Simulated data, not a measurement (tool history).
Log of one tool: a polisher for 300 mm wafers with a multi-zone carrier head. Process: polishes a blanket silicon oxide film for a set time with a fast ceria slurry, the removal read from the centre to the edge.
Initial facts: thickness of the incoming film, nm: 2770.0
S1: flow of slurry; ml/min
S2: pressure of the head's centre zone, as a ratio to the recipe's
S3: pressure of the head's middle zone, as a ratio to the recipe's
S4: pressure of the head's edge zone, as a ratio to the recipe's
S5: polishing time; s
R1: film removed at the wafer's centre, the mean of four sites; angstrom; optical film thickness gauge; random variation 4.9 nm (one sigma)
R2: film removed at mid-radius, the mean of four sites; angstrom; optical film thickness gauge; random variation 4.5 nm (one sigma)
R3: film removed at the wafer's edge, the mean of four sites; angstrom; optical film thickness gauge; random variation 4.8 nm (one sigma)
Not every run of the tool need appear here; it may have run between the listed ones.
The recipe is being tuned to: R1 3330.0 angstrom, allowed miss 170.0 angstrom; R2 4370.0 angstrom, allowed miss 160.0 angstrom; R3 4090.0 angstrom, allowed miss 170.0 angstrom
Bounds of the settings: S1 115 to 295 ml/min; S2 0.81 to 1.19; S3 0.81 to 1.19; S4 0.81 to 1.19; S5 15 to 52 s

Run 1, day 0.000: S1 190 ml/min, S2 1.00, S3 1.00, S4 1.00, S5 33 s. Result: R1 2859.9 angstrom, R2 2891.4 angstrom, R3 2975.2 angstrom.
Run 2, day 0.279: S1 190 ml/min, S2 1.00, S3 1.00, S4 0.93, S5 33 s. Result: R1 2869.6 angstrom, R2 2918.7 angstrom, R3 2833.7 angstrom.
Run 3, day 0.642: S1 190 ml/min, S2 1.00, S3 1.00, S4 0.93, S5 39 s. Result: R1 3374.8 angstrom, R2 3500.3 angstrom, R3 3323.9 angstrom.
Run 4, day 0.771: S1 150 ml/min, S2 1.00, S3 1.00, S4 0.93, S5 39 s. Result: R1 3330.8 angstrom, R2 3384.6 angstrom, R3 3256.6 angstrom.
Run 5, day 1.025: S1 150 ml/min, S2 1.00, S3 1.08, S4 0.93, S5 39 s. Result: R1 3357.2 angstrom, R2 3583.0 angstrom, R3 3269.6 angstrom.
Run 6, day 1.133: S1 130 ml/min, S2 1.00, S3 1.08, S4 0.93, S5 39 s. Result: R1 3246.8 angstrom, R2 3470.5 angstrom, R3 3199.5 angstrom.
Run 7, day 1.258: S1 150 ml/min, S2 0.98, S3 1.10, S4 0.97, S5 39 s. Result: R1 3190.9 angstrom, R2 3648.5 angstrom, R3 3341.0 angstrom.
Run 8, day 1.396: S1 165 ml/min, S2 0.98, S3 1.11, S4 1.00, S5 39 s. Result: R1 3250.0 angstrom, R2 3641.1 angstrom, R3 3412.3 angstrom.
Run 9, day 1.433: S1 175 ml/min, S2 0.96, S3 1.13, S4 1.02, S5 40 s. Result: R1 3305.3 angstrom, R2 3832.5 angstrom, R3 3561.8 angstrom.
Run 10, day 1.538: S1 185 ml/min, S2 0.94, S3 1.14, S4 1.04, S5 41 s. Result: R1 3281.2 angstrom, R2 4070.8 angstrom, R3 3684.2 angstrom.

Which of these 4 next moves meets every target?
Run A, day 1.642: S1 165 ml/min, S2 0.89, S3 1.00, S4 1.19, S5 44 s. Result: R1 ?, R2 ?, R3 ?.
Run B, day 1.642: S1 210 ml/min, S2 1.00, S3 1.19, S4 0.95, S5 37 s. Result: R1 ?, R2 ?, R3 ?.
Run C, day 1.642: S1 140 ml/min, S2 0.86, S3 1.13, S4 1.07, S5 47 s. Result: R1 ?, R2 ?, R3 ?.
Run D, day 1.642: S1 230 ml/min, S2 0.99, S3 1.19, S4 0.93, S5 37 s. Result: R1 ?, R2 ?, R3 ?.

move      R1      R2      R3
   A  3384.2  3826.8  4132.7
   B  3322.2  3825.1  3171.6
   C  3403.4  4409.0  4104.8
   D  3330.4  3868.4  3166.1
A: gets the furthest-off result to its target, but another result is out of tolerance
B: moves away from the targets compared with the last run
C: every result lands within tolerance
D: moves away from the targets compared with the last run
Go with C: it meets all targets.
